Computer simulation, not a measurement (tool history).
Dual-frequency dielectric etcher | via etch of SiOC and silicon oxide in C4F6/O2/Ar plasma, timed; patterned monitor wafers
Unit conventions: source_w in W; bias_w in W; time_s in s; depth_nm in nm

run 1 day=0 | source_w=250 bias_w=219 time_s=97.5 | depth_nm=100.67
run 2 day=0.312 | source_w=250 bias_w=185 time_s=97.5 | depth_nm=96.896
run 3 day=0.362 | source_w=250 bias_w=185 time_s=97.5 | depth_nm=96.437
run 4 day=0.412 | source_w=220 bias_w=170 time_s=97.5 | depth_nm=89.976
run 5 day=0.633 | source_w=200 bias_w=163 time_s=97.5 | depth_nm=85.445
run 6 day=0.996 | source_w=200 bias_w=163 time_s=101.5 | depth_nm=88.66

Run 7, settings as shown, results not yet in. Your forecast:
run 7 day=1.354 | source_w=190 bias_w=157 time_s=101.5 | depth_nm=?

depth_nm: 86.756 nm
